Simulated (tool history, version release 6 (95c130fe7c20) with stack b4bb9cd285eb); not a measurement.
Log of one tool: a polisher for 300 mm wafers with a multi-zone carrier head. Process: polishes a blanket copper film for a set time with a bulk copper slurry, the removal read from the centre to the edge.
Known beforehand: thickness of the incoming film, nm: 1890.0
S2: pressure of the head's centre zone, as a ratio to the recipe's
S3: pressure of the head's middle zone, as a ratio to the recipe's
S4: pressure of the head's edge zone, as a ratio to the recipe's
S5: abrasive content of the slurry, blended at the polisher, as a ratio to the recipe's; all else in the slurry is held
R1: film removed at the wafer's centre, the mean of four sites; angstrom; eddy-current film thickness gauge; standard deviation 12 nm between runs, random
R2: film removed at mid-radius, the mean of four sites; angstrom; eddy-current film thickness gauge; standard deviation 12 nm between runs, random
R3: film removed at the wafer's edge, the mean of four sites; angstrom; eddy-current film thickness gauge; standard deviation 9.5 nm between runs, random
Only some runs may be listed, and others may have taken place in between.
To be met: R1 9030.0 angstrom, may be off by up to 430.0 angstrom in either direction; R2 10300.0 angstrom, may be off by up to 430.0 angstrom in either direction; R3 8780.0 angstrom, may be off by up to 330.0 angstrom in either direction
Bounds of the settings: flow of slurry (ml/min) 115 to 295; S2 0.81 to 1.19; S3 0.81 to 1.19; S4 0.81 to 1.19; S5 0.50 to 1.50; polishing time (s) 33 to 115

run 1 day=0.000 | flow_of_slurry_(ml/min)=190 S2=1.00 S3=1.00 S4=1.00 S5=1.00 polishing_time_(s)=73 | R1=6497.5 R2=6757.9 R3=6353.6
run 2 day=0.204 | flow_of_slurry_(ml/min)=195 S2=1.01 S3=1.03 S4=1.02 S5=1.10 polishing_time_(s)=75 | R1=6959.9 R2=7482.9 R3=6846.9
run 3 day=0.338 | flow_of_slurry_(ml/min)=195 S2=1.01 S3=1.03 S4=1.02 S5=1.00 polishing_time_(s)=75 | R1=6756.6 R2=7085.2 R3=6693.9
run 4 day=0.400 | flow_of_slurry_(ml/min)=200 S2=1.02 S3=1.05 S4=1.04 S5=1.10 polishing_time_(s)=76 | R1=7121.0 R2=7662.5 R3=7047.5
run 5 day=0.508 | flow_of_slurry_(ml/min)=205 S2=1.03 S3=1.07 S4=1.06 S5=1.20 polishing_time_(s)=77 | R1=7615.4 R2=7996.8 R3=7333.8
run 6 day=0.762 | flow_of_slurry_(ml/min)=205 S2=1.03 S3=1.07 S4=1.02 S5=1.20 polishing_time_(s)=77 | R1=7664.8 R2=8015.3 R3=7146.0
run 7 day=1.021 | flow_of_slurry_(ml/min)=210 S2=1.03 S3=1.09 S4=1.04 S5=1.25 polishing_time_(s)=78 | R1=7759.6 R2=8397.7 R3=7415.1
run 8 day=1.262 | flow_of_slurry_(ml/min)=215 S2=1.03 S3=1.11 S4=1.06 S5=1.30 polishing_time_(s)=79 | R1=7706.2 R2=8782.9 R3=7742.9
run 9 day=1.542 | flow_of_slurry_(ml/min)=220 S2=1.04 S3=1.12 S4=1.07 S5=1.35 polishing_time_(s)=80 | R1=8297.6 R2=9032.5 R3=8024.9
run 10 day=1.617 | flow_of_slurry_(ml/min)=225 S2=1.04 S3=1.13 S4=1.07 S5=1.40 polishing_time_(s)=80 | R1=8304.9 R2=9244.9 R3=7901.2
-- day=1.738 edge zone pressure recalibrated
run 11 day=1.738 | flow_of_slurry_(ml/min)=225 S2=1.04 S3=1.14 S4=1.08 S5=1.40 polishing_time_(s)=81 | R1=8331.9 R2=9322.0 R3=8560.0
run 12 day=1.862 | flow_of_slurry_(ml/min)=230 S2=1.04 S3=1.15 S4=1.07 S5=1.40 polishing_time_(s)=81 | R1=8743.9 R2=9459.3 R3=8538.0
run 13 day=2.233 | flow_of_slurry_(ml/min)=225 S2=1.04 S3=1.16 S4=1.06 S5=1.40 polishing_time_(s)=82 | R1=8577.2 R2=9595.1 R3=8521.5
run 14 day=2.404 | flow_of_slurry_(ml/min)=225 S2=1.04 S3=1.16 S4=1.06 S5=1.40 polishing_time_(s)=82 | R1=8614.1 R2=9743.5 R3=8632.1
run 15 day=2.517 | flow_of_slurry_(ml/min)=230 S2=1.04 S3=1.17 S4=1.05 S5=1.40 polishing_time_(s)=82 | R1=8668.8 R2=9828.8 R3=8386.0
run 16 day=2.775 | flow_of_slurry_(ml/min)=235 S2=1.04 S3=1.17 S4=1.05 S5=1.40 polishing_time_(s)=82 | R1=8552.4 R2=9790.7 R3=8663.5
run 17 day=2.875 | flow_of_slurry_(ml/min)=235 S2=1.04 S3=1.17 S4=1.04 S5=1.40 polishing_time_(s)=82 | R1=8756.8 R2=9850.6 R3=8547.5

5 candidate next runs follow, results not yet known. Just one meets every target within its allowed miss. Identify it.
run A day=2.975 | flow_of_slurry_(ml/min)=285 S2=1.04 S3=1.13 S4=0.96 S5=1.45 polishing_time_(s)=94 | R1=? R2=? R3=?
run B day=2.975 | flow_of_slurry_(ml/min)=240 S2=1.02 S3=1.13 S4=1.19 S5=1.30 polishing_time_(s)=82 | R1=? R2=? R3=?
run C day=2.975 | flow_of_slurry_(ml/min)=225 S2=1.07 S3=1.17 S4=1.01 S5=1.45 polishing_time_(s)=93 | R1=? R2=? R3=?
run D day=2.975 | flow_of_slurry_(ml/min)=285 S2=1.07 S3=1.08 S4=1.18 S5=1.30 polishing_time_(s)=81 | R1=? R2=? R3=?
run E day=2.975 | flow_of_slurry_(ml/min)=240 S2=1.00 S3=1.14 S4=0.98 S5=1.30 polishing_time_(s)=89 | R1=? R2=? R3=?

move=A R1=10185.0 R2=11260.0 R3=9472.2
move=B R1=8272.3 R2=9343.4 R3=8793.7
move=C R1=10049.0 R2=11152.0 R3=9391.1
move=D R1=8764.2 R2=9056.1 R3=8786.9
move=E R1=8801.7 R2=10222.0 R3=8657.7
A: moves the result that the last run missed by most past its target, out the other side
B: misses by more than the last run did
C: moves the result that the last run missed by most past its target, out the other side
D: misses by more than the last run did
E: in spec on every target
So the answer is move E, the one that meets all the targets.

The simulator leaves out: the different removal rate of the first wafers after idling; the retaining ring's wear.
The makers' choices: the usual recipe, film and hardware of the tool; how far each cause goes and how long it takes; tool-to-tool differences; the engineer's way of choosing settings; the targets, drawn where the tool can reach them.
